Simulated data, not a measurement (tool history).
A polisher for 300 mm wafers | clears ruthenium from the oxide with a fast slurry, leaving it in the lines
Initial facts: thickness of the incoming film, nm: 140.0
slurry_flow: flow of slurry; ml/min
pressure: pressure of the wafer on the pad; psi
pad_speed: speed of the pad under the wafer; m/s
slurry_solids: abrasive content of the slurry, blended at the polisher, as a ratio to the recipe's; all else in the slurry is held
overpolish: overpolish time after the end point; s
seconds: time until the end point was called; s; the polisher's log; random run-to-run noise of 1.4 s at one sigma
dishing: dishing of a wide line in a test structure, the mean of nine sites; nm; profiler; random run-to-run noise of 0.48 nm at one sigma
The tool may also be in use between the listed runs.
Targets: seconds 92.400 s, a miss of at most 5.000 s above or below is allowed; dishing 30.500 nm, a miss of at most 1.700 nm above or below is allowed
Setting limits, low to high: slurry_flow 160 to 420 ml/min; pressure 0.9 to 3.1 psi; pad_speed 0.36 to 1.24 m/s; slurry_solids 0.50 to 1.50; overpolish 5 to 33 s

run,day,slurry_flow,pressure,pad_speed,slurry_solids,overpolish,seconds,dishing
1,0.000,270,2.0,0.80,1.00,17,66.007,28.211
2,0.121,270,1.9,0.80,1.00,19,69.115,29.835
3,0.325,270,2.2,0.80,1.00,19,61.643,33.112
4,0.542,270,2.2,0.80,0.80,19,70.337,28.486
5,0.675,270,1.9,0.80,0.80,19,79.850,26.668
6,0.817,215,1.9,0.80,0.80,19,79.193,26.314
7,1.008,215,1.8,0.80,0.80,20,85.182,26.651
8,1.154,215,1.8,0.80,0.80,21,83.484,27.038
9,1.429,215,1.7,0.80,0.80,22,88.159,27.607
10,1.729,215,1.7,0.80,0.80,23,88.272,28.662

Exercise: of the 5 proposed moves below, exactly one satisfies all targets within the stated allowed misses. Which move is it?
A,2.029,235,1.6,0.74,1.05,23,?,?
B,2.029,165,1.8,0.72,0.80,26,?,?
C,2.029,190,1.5,0.90,0.85,21,?,?
D,2.029,245,1.7,0.92,0.70,20,?,?
E,2.029,230,1.2,1.00,0.95,21,?,?

move,seconds,dishing
A,83.181,30.451
B,94.208,30.400
C,85.294,27.408
D,85.925,26.035
E,84.332,27.693
A: brings the result that was furthest off to its target, and leaves another outside
B: every result lands within tolerance
C: lands further from the targets than the last run did
D: lands further from the targets than the last run did
E: lands further from the targets than the last run did
Go with B: it meets all targets.

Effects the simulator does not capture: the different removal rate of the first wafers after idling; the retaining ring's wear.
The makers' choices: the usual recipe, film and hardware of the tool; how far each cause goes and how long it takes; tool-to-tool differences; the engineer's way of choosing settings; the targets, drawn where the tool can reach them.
